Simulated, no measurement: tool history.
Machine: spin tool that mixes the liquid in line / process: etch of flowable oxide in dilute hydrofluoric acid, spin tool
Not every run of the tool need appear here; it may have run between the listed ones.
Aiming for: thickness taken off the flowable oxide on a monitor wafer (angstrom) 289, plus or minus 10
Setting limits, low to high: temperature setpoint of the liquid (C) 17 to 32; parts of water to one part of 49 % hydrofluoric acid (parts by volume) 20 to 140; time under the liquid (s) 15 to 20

| run | hour | temperature setpoint of the liquid (C) | parts of water to one part of 49 % hydrofluoric acid (parts by volume) | time under the liquid (s) | thickness taken off the flowable oxide on a monitor wafer (angstrom) |
|---|---|---|---|---|---|
| 1 | 0 | 24 | 75 | 20 | 134.92 |
| 2 | 4.7 | 26.5 | 65 | 20 | 176.36 |
| 3 | 13.5 | 26.5 | 55 | 20 | 212.35 |
| 4 | 18.2 | 26.5 | 70 | 20 | 158.52 |
| 5 | 21.1 | 28 | 60 | 20 | 206.1 |
| 6 | 21.8 | 28 | 80 | 20 | 149.01 |
| 7 | 25.5 | 29.5 | 70 | 20 | 181.47 |
| 8 | 33 | 30.5 | 60 | 20 | 223.74 |
| 9 | 39.1 | 31 | 55 | 20 | 250.4 |
| 10 | 41.2 | 31.5 | 55 | 20 | 255.52 |

4 candidate next runs follow, results not yet known. Just one meets every target within its allowed miss. Identify it.
| A | 43.3 | 32 | 45 | 20 | ? |
| B | 43.3 | 32 | 60 | 20 | ? |
| C | 43.3 | 27.5 | 40 | 15 | ? |
| D | 43.3 | 32 | 50 | 20 | ? |

| move | thickness taken off the flowable oxide on a monitor wafer (angstrom) |
|---|---|
| A | 322.27 |
| B | 235.95 |
| C | 229.3 |
| D | 287.7 |
A: the result that was furthest off in the last run now lies on the other side of its target
B: its largest miss is bigger than the last run's
C: its largest miss is bigger than the last run's
D: meets every target
Go with D: it meets all targets.
